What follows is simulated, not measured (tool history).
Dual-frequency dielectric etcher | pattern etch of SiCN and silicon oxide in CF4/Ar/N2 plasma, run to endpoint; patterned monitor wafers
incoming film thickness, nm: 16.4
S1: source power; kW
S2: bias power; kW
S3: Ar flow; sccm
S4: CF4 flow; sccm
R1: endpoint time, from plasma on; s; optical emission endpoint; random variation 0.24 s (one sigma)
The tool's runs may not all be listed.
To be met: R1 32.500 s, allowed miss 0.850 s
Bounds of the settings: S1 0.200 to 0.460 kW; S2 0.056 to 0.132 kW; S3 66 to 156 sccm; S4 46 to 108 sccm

run	hour	S1	S2	S3	S4	R1
1	0.0	0.330	0.094	111	77	22.453
2	6.5	0.330	0.078	111	77	24.553
3	12.4	0.330	0.065	111	77	26.926
4	19.9	0.320	0.065	111	77	28.041
5	28.2	0.320	0.065	119	77	28.403
6	34.1	0.320	0.058	119	77	29.954
7	41.6	0.310	0.058	119	77	31.258
8	42.9	0.310	0.058	119	77	31.045

Which of these 4 next moves meets every target?
A	44.2	0.300	0.065	117	78	?
B	44.2	0.310	0.068	121	64	?
C	44.2	0.290	0.057	140	78	?
D	44.2	0.310	0.059	144	64	?

move	R1
A	29.814
B	29.081
C	34.103
D	32.217
A: further off than the last run
B: further off than the last run
C: takes the result that was furthest off past its target
D: meets every target
The right move is D.
